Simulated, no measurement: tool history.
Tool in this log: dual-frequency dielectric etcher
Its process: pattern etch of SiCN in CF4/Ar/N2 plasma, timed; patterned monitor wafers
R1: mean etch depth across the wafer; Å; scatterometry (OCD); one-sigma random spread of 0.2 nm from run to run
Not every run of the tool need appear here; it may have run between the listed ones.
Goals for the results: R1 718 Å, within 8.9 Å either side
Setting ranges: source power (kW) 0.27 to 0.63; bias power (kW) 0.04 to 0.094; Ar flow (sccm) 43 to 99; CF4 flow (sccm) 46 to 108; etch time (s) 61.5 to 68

{"run": 1, "hour": 0.0, "source power (kW)": 0.45, "bias power (kW)": 0.067, "Ar flow (sccm)": 71, "CF4 flow (sccm)": 77, "etch time (s)": 68, "R1": 593.83}
{"run": 2, "hour": 5.1, "source power (kW)": 0.45, "bias power (kW)": 0.067, "Ar flow (sccm)": 71, "CF4 flow (sccm)": 89, "etch time (s)": 68, "R1": 610.03}
{"run": 3, "hour": 8.2, "source power (kW)": 0.47, "bias power (kW)": 0.067, "Ar flow (sccm)": 71, "CF4 flow (sccm)": 89, "etch time (s)": 68, "R1": 638.7}
{"run": 4, "hour": 14.8, "source power (kW)": 0.49, "bias power (kW)": 0.067, "Ar flow (sccm)": 71, "CF4 flow (sccm)": 89, "etch time (s)": 68, "R1": 665.81}
{"run": 5, "hour": 21.8, "source power (kW)": 0.5, "bias power (kW)": 0.067, "Ar flow (sccm)": 71, "CF4 flow (sccm)": 89, "etch time (s)": 68, "R1": 680.88}
{"run": 6, "hour": 25.5, "source power (kW)": 0.44, "bias power (kW)": 0.067, "Ar flow (sccm)": 71, "CF4 flow (sccm)": 89, "etch time (s)": 68, "R1": 595.6}
{"run": 7, "hour": 31.6, "source power (kW)": 0.46, "bias power (kW)": 0.067, "Ar flow (sccm)": 71, "CF4 flow (sccm)": 89, "etch time (s)": 68, "R1": 627.17}
{"run": 8, "hour": 32.3, "source power (kW)": 0.48, "bias power (kW)": 0.067, "Ar flow (sccm)": 71, "CF4 flow (sccm)": 89, "etch time (s)": 68, "R1": 655.52}
{"run": 9, "hour": 36.2, "source power (kW)": 0.49, "bias power (kW)": 0.067, "Ar flow (sccm)": 71, "CF4 flow (sccm)": 89, "etch time (s)": 68, "R1": 669.35}
{"run": 10, "hour": 44.4, "source power (kW)": 0.5, "bias power (kW)": 0.067, "Ar flow (sccm)": 71, "CF4 flow (sccm)": 89, "etch time (s)": 68, "R1": 680.93}
{"run": 11, "hour": 45.6, "source power (kW)": 0.51, "bias power (kW)": 0.067, "Ar flow (sccm)": 71, "CF4 flow (sccm)": 89, "etch time (s)": 68, "R1": 696.96}
{"run": 12, "hour": 52.5, "source power (kW)": 0.51, "bias power (kW)": 0.067, "Ar flow (sccm)": 71, "CF4 flow (sccm)": 89, "etch time (s)": 68, "R1": 701.42}
{"hour": 58.6, "done": "wet clean of the chamber"}
{"run": 13, "hour": 58.6, "source power (kW)": 0.52, "bias power (kW)": 0.067, "Ar flow (sccm)": 71, "CF4 flow (sccm)": 89, "etch time (s)": 68, "R1": 735.76}

Which of these 4 next moves meets every target?
{"run": "A", "hour": 64.7, "source power (kW)": 0.52, "bias power (kW)": 0.071, "Ar flow (sccm)": 63, "CF4 flow (sccm)": 107, "etch time (s)": 66.5, "R1": "?"}
{"run": "B", "hour": 64.7, "source power (kW)": 0.54, "bias power (kW)": 0.065, "Ar flow (sccm)": 73, "CF4 flow (sccm)": 90, "etch time (s)": 62.5, "R1": "?"}
{"run": "C", "hour": 64.7, "source power (kW)": 0.55, "bias power (kW)": 0.066, "Ar flow (sccm)": 76, "CF4 flow (sccm)": 87, "etch time (s)": 61.5, "R1": "?"}
{"run": "D", "hour": 64.7, "source power (kW)": 0.51, "bias power (kW)": 0.066, "Ar flow (sccm)": 68, "CF4 flow (sccm)": 86, "etch time (s)": 68, "R1": "?"}

move=A R1=754.28
move=B R1=693.53
move=C R1=691.58
move=D R1=711.89
A: its largest miss is bigger than the last run's
B: the result that was furthest off in the last run now lies on the other side of its target
C: the result that was furthest off in the last run now lies on the other side of its target
D: all results in spec
So the answer is move D, the one that meets all the targets.
